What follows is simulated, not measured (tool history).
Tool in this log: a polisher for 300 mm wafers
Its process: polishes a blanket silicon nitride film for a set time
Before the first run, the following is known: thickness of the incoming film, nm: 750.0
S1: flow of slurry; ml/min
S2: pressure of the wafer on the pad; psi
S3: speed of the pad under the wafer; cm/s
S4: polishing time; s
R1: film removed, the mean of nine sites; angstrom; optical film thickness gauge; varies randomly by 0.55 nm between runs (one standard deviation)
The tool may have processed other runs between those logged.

run  hour   S1   S2   S3  S4      R1
  1     0  310  2.9  124  38  740.31
  2     6  310  3.3  124  38  827.27
  3  13.6  260  3.3  124  38  813.99
  4  15.4  260  3.3  124  38  804.42
  5  16.1  255    3  122  38  722.81
  6  23.6  255    3   98  38  601.78
  7  28.5  250  2.9   98  38  587.59
  8    32  245  2.8   98  38  568.55

Run 9 comes next. What will it give?
  9  40.4  245  2.7  98  38   ?

Run 9 gave R1 552.91 angstrom.
